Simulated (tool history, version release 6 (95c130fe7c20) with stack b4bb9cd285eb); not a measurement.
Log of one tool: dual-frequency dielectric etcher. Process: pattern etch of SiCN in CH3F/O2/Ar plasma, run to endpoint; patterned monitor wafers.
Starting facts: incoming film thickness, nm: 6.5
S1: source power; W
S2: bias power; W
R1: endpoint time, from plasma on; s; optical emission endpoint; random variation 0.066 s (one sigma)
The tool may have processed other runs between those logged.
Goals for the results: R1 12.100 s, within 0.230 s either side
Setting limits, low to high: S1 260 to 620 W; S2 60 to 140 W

Run 1, day 0.000: S1 440 W, S2 100 W. Result: R1 14.352 s.
Run 2, day 0.158: S1 460 W, S2 101 W. Result: R1 14.146 s.
Run 3, day 0.312: S1 460 W, S2 87 W. Result: R1 15.159 s.
Run 4, day 0.642: S1 500 W, S2 87 W. Result: R1 14.909 s.
Run 5, day 0.950: S1 510 W, S2 91 W. Result: R1 14.529 s.
Run 6, day 1.188: S1 510 W, S2 106 W. Result: R1 13.459 s.
Run 7, day 1.392: S1 520 W, S2 108 W. Result: R1 13.265 s.
At day 1.729: wet clean of the chamber.
Run 8, day 1.729: S1 530 W, S2 109 W. Result: R1 12.503 s.
Run 9, day 1.808: S1 550 W, S2 109 W. Result: R1 12.447 s.
Run 10, day 1.971: S1 560 W, S2 109 W. Result: R1 12.431 s.

Of the 5 settings listed for the next run, only one would bring every result within its allowed miss of target. Which one?
Run A, day 2.133: S1 550 W, S2 122 W. Result: R1 ?.
Run B, day 2.133: S1 520 W, S2 111 W. Result: R1 ?.
Run C, day 2.133: S1 620 W, S2 118 W. Result: R1 ?.
Run D, day 2.133: S1 570 W, S2 100 W. Result: R1 ?.
Run E, day 2.133: S1 620 W, S2 107 W. Result: R1 ?.

move      R1
   A  11.746
   B  12.452
   C  11.591
   D  12.805
   E  12.142
A: carries the result that was furthest off beyond its target, to the other side
B: lands further from the targets than the last run did
C: carries the result that was furthest off beyond its target, to the other side
D: lands further from the targets than the last run did
E: in spec on every target
E is the move that brings every result within its allowed miss.
